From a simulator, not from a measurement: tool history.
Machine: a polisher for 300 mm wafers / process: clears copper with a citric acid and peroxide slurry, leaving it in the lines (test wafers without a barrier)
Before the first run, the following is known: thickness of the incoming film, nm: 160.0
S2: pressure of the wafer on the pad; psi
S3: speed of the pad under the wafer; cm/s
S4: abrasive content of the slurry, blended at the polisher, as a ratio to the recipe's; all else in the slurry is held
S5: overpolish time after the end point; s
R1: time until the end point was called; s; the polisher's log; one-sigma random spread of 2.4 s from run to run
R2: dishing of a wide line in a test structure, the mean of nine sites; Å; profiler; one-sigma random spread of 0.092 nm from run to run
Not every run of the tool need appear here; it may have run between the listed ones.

Run 1, hour 0: flow of slurry (ml/min) 175, S2 2.1 psi, S3 100 cm/s, S4 1, S5 11 s. Result: R1 96.597 s, R2 142.93 Å.
Run 2, hour 5.2: flow of slurry (ml/min) 175, S2 1.9 psi, S3 100 cm/s, S4 1, S5 11 s. Result: R1 107.8 s, R2 129.1 Å.
Run 3, hour 10.4: flow of slurry (ml/min) 175, S2 1.9 psi, S3 114 cm/s, S4 1, S5 11 s. Result: R1 93.215 s, R2 146.92 Å.
Run 4, hour 15.1: flow of slurry (ml/min) 175, S2 1.9 psi, S3 114 cm/s, S4 1.1, S5 11 s. Result: R1 89.893 s, R2 149.31 Å.
Run 5, hour 24.1: flow of slurry (ml/min) 175, S2 2.2 psi, S3 114 cm/s, S4 1.1, S5 11 s. Result: R1 79.137 s, R2 176.98 Å.
Run 6, hour 29.5: flow of slurry (ml/min) 175, S2 2.2 psi, S3 114 cm/s, S4 1.1, S5 9 s. Result: R1 76.979 s, R2 140.87 Å.
Run 7, hour 32.1: flow of slurry (ml/min) 170, S2 2 psi, S3 112 cm/s, S4 1.1, S5 9 s. Result: R1 87.648 s, R2 129.27 Å.
Run 8, hour 39.5: flow of slurry (ml/min) 165, S2 1.8 psi, S3 110 cm/s, S4 1.1, S5 9 s. Result: R1 98.047 s, R2 113.26 Å.
Run 9, hour 43.5: flow of slurry (ml/min) 165, S2 1.6 psi, S3 108 cm/s, S4 1.1, S5 9 s. Result: R1 111.5 s, R2 100.64 Å.
Run 10, hour 49.1: flow of slurry (ml/min) 160, S2 1.5 psi, S3 108 cm/s, S4 1.1, S5 9 s. Result: R1 120.32 s, R2 95.124 Å.
Run 11, hour 53.6: flow of slurry (ml/min) 130, S2 1 psi, S3 108 cm/s, S4 1.1, S5 10 s. Result: R1 177.33 s, R2 71.781 Å.
Run 12, hour 55.8: flow of slurry (ml/min) 135, S2 1 psi, S3 108 cm/s, S4 1.1, S5 10 s. Result: R1 176.56 s, R2 71.175 Å.

Run 13, settings as shown, results not yet in. Your forecast:
Run 13, hour 59.1: flow of slurry (ml/min) 140, S2 1 psi, S3 108 cm/s, S4 1.1, S5 10 s. Result: R1 ?, R2 ?.

R1: 173.28 s
R2: 72.928 Å

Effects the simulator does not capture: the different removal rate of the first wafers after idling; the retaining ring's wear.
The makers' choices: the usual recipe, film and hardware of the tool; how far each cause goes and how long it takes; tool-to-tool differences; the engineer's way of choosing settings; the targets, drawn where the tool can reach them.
